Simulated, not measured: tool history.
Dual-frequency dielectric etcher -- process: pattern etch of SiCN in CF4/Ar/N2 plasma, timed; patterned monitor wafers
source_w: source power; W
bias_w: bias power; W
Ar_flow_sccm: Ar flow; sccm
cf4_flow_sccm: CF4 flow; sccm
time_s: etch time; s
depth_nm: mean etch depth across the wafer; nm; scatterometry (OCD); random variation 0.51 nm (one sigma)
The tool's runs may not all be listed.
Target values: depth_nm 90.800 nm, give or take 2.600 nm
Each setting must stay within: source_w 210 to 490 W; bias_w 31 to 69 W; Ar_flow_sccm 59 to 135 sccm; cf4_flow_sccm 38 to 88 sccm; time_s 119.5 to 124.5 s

| run | hour | source_w | bias_w | Ar_flow_sccm | cf4_flow_sccm | time_s | depth_nm |
|---|---|---|---|---|---|---|---|
| 1 | 0.0 | 350 | 50 | 97 | 63 | 119.5 | 72.075 |
| 2 | 1.7 | 370 | 51 | 97 | 63 | 119.5 | 76.274 |
| 3 | 5.6 | 370 | 51 | 80 | 63 | 119.5 | 77.306 |
| 4 | 8.0 | 370 | 51 | 89 | 63 | 119.5 | 77.142 |
| 5 | 10.9 | 390 | 51 | 89 | 63 | 119.5 | 80.305 |
| 6 | 11.7 | 400 | 51 | 89 | 63 | 119.5 | 82.201 |
| 7 | 13.0 | 410 | 51 | 89 | 63 | 119.5 | 83.262 |
| 8 | 18.4 | 420 | 51 | 89 | 63 | 119.5 | 85.926 |
| 9 | 23.8 | 430 | 51 | 89 | 63 | 119.5 | 86.178 |

5 candidate next runs follow, results not yet known. Just one meets every target within its allowed miss. Identify it.
| A | 29.2 | 380 | 47 | 72 | 70 | 119.5 | ? |
| B | 29.2 | 390 | 56 | 95 | 49 | 123.0 | ? |
| C | 29.2 | 450 | 42 | 82 | 78 | 123.5 | ? |
| D | 29.2 | 400 | 46 | 98 | 88 | 121.0 | ? |
| E | 29.2 | 410 | 49 | 78 | 64 | 120.0 | ? |

| move | depth_nm |
|---|---|
| A | 80.684 |
| B | 83.068 |
| C | 91.051 |
| D | 83.140 |
| E | 85.446 |
A: lands further from the targets than the last run did
B: lands further from the targets than the last run did
C: all results in spec
D: lands further from the targets than the last run did
E: lands further from the targets than the last run did
The move that meets every target is C.
